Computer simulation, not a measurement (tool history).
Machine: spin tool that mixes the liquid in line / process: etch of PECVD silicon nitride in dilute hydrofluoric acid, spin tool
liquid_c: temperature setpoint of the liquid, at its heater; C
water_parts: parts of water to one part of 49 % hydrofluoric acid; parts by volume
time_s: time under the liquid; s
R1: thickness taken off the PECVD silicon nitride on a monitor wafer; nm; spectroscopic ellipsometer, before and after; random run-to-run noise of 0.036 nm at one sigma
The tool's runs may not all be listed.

{"run": 1, "hour": 0.0, "liquid_c": 22, "water_parts": 235, "time_s": 290, "R1": 2.1792}
{"run": 2, "hour": 8.5, "liquid_c": 22, "water_parts": 175, "time_s": 290, "R1": 2.901}
{"run": 3, "hour": 15.7, "liquid_c": 21, "water_parts": 200, "time_s": 290, "R1": 2.3704}
{"run": 4, "hour": 22.0, "liquid_c": 20.5, "water_parts": 215, "time_s": 290, "R1": 2.1183}
{"run": 5, "hour": 27.8, "liquid_c": 23, "water_parts": 215, "time_s": 290, "R1": 2.6265}
{"run": 6, "hour": 36.4, "liquid_c": 22, "water_parts": 225, "time_s": 290, "R1": 2.2532}
{"run": 7, "hour": 37.6, "liquid_c": 21, "water_parts": 235, "time_s": 290, "R1": 2.0256}
{"run": 8, "hour": 42.5, "liquid_c": 20.5, "water_parts": 245, "time_s": 290, "R1": 1.863}
{"run": 9, "hour": 47.0, "liquid_c": 20, "water_parts": 250, "time_s": 290, "R1": 1.7661}
{"run": 10, "hour": 49.1, "liquid_c": 19.5, "water_parts": 255, "time_s": 290, "R1": 1.7721}
{"run": 11, "hour": 50.5, "liquid_c": 19, "water_parts": 265, "time_s": 290, "R1": 1.6676}
{"run": 12, "hour": 56.0, "liquid_c": 18.5, "water_parts": 275, "time_s": 290, "R1": 1.5206}
{"run": 13, "hour": 61.7, "liquid_c": 18.5, "water_parts": 280, "time_s": 290, "R1": 1.5051}

Predict the results of run 14:
{"run": 14, "hour": 67.0, "liquid_c": 18.5, "water_parts": 285, "time_s": 290, "R1": "?"}

{"run 14": {"R1": 1.4797}}

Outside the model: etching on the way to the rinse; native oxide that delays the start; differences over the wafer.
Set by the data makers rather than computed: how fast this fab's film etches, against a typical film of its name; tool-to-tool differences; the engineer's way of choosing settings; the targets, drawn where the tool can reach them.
